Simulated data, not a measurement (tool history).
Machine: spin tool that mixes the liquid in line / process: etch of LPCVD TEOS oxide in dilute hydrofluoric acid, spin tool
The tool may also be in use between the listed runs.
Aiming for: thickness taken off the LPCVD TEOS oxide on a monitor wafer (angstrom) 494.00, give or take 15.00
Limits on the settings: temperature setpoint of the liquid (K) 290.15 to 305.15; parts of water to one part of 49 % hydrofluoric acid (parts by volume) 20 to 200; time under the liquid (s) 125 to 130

run	hour	temperature setpoint of the liquid (K)	parts of water to one part of 49 % hydrofluoric acid (parts by volume)	time under the liquid (s)	thickness taken off the LPCVD TEOS oxide on a monitor wafer (angstrom)
1	0.0	297.15	110	125	185.98
2	4.6	295.65	110	125	172.01
3	8.9	297.65	95	125	221.03
4	16.7	299.65	95	125	236.22
5	22.0	300.65	85	125	281.25
6	28.7	300.65	85	125	281.67
7	31.0	301.65	75	125	338.05
8	35.3	302.15	70	125	375.19
9	39.7	302.65	65	125	417.12
10	48.6	303.15	65	125	417.23
11	55.8	303.65	65	125	435.64
12	63.5	303.65	65	125	431.29
13	69.6	304.15	65	125	433.75

Which one of the following 5 next-run settings gets every result inside its allowed miss? There is exactly one.
A	75.7	305.15	60	125	?
B	75.7	305.15	55	130	?
C	75.7	303.15	70	125	?
D	75.7	302.65	75	130	?
E	75.7	303.15	75	125	?

move	thickness taken off the LPCVD TEOS oxide on a monitor wafer (angstrom)
A	490.48
B	560.92
C	383.42
D	362.40
E	355.22
A: all results in spec
B: moves the result that the last run missed by most past its target, out the other side
C: further off than the last run
D: further off than the last run
E: further off than the last run
So the answer is move A, the one that meets all the targets.

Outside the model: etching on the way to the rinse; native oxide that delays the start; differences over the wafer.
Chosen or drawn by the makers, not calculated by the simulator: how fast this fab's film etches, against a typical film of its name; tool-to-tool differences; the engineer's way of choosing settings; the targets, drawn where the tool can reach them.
